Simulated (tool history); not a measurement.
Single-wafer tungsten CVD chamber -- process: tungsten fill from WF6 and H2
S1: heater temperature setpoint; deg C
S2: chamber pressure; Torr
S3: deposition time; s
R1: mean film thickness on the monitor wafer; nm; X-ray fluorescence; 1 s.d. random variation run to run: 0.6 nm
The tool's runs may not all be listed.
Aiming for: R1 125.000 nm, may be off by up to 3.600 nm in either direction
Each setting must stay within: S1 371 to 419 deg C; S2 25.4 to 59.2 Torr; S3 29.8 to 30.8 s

| run | hour | S1 | S2 | S3 | R1 |
|---|---|---|---|---|---|
| 1 | 0.0 | 395 | 42.3 | 29.8 | 94.811 |
| 2 | 7.9 | 405 | 42.3 | 29.8 | 117.150 |
| 3 | 10.2 | 406 | 42.3 | 29.8 | 118.830 |
| 4 | 17.3 | 406 | 34.9 | 29.8 | 111.070 |
| 5 | 19.8 | 407 | 35.0 | 29.8 | 112.720 |
| 6 | 21.1 | 407 | 29.4 | 29.8 | 107.180 |
| 7 | 23.1 | 409 | 29.5 | 29.8 | 109.810 |
| 8 | 25.7 | 410 | 29.6 | 29.8 | 112.410 |
| 9 | 30.9 | 411 | 29.7 | 29.8 | 115.120 |

4 candidate next runs follow, results not yet known. Just one meets every target within its allowed miss. Identify it.
| A | 36.1 | 411 | 33.6 | 30.8 | ? |
| B | 36.1 | 413 | 27.3 | 29.8 | ? |
| C | 36.1 | 408 | 28.1 | 29.8 | ? |
| D | 36.1 | 412 | 25.4 | 29.8 | ? |

| move | R1 |
|---|---|
| A | 125.100 |
| B | 116.980 |
| C | 107.840 |
| D | 112.230 |
A: all results land within tolerance of their targets
B: closes in on the targets versus the last run, not all within tolerance yet
C: misses by more than the last run did
D: misses by more than the last run did
Answer: A
